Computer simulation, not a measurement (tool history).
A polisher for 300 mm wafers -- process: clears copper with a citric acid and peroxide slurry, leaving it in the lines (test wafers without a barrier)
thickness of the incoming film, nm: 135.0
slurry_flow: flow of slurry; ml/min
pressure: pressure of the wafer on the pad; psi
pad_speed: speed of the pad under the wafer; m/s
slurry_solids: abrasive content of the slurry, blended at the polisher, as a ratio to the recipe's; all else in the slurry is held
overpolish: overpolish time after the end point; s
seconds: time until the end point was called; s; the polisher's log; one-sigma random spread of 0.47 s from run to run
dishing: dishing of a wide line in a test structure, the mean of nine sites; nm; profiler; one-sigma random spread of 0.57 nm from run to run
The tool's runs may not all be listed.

Run 1, hour 0.0: slurry_flow 155 ml/min, pressure 2.9 psi, pad_speed 0.82 m/s, slurry_solids 1.0, overpolish 18 s. Result: seconds 88.052 s, dishing 17.977 nm.
Run 2, hour 5.5: slurry_flow 160 ml/min, pressure 3.0 psi, pad_speed 0.82 m/s, slurry_solids 1.0, overpolish 18 s. Result: seconds 85.281 s, dishing 18.520 nm.
Run 3, hour 9.4: slurry_flow 160 ml/min, pressure 3.1 psi, pad_speed 0.82 m/s, slurry_solids 1.0, overpolish 18 s. Result: seconds 83.067 s, dishing 19.713 nm.
Run 4, hour 16.9: slurry_flow 160 ml/min, pressure 3.1 psi, pad_speed 0.82 m/s, slurry_solids 0.9, overpolish 18 s. Result: seconds 86.729 s, dishing 18.454 nm.
Run 5, hour 19.9: slurry_flow 160 ml/min, pressure 3.1 psi, pad_speed 0.82 m/s, slurry_solids 0.8, overpolish 18 s. Result: seconds 88.403 s, dishing 18.482 nm.
Run 6, hour 27.4: slurry_flow 160 ml/min, pressure 3.1 psi, pad_speed 0.82 m/s, slurry_solids 0.8, overpolish 15 s. Result: seconds 88.604 s, dishing 15.777 nm.
Run 7, hour 31.9: slurry_flow 160 ml/min, pressure 3.3 psi, pad_speed 0.82 m/s, slurry_solids 0.8, overpolish 16 s. Result: seconds 84.172 s, dishing 17.365 nm.
Run 8, hour 35.7: slurry_flow 160 ml/min, pressure 3.4 psi, pad_speed 0.82 m/s, slurry_solids 0.8, overpolish 16 s. Result: seconds 80.814 s, dishing 17.964 nm.
Run 9, hour 44.6: slurry_flow 160 ml/min, pressure 3.5 psi, pad_speed 0.82 m/s, slurry_solids 0.8, overpolish 17 s. Result: seconds 79.118 s, dishing 18.882 nm.
Run 10, hour 48.9: slurry_flow 160 ml/min, pressure 3.6 psi, pad_speed 0.82 m/s, slurry_solids 0.8, overpolish 18 s. Result: seconds 77.149 s, dishing 20.955 nm.

What does the tool deliver on the next run?
Run 11, hour 50.7: slurry_flow 165 ml/min, pressure 3.7 psi, pad_speed 0.82 m/s, slurry_solids 0.8, overpolish 18 s. Result: seconds ?, dishing ?.

{"run 11": {"seconds": 75.268, "dishing": 21.065}}
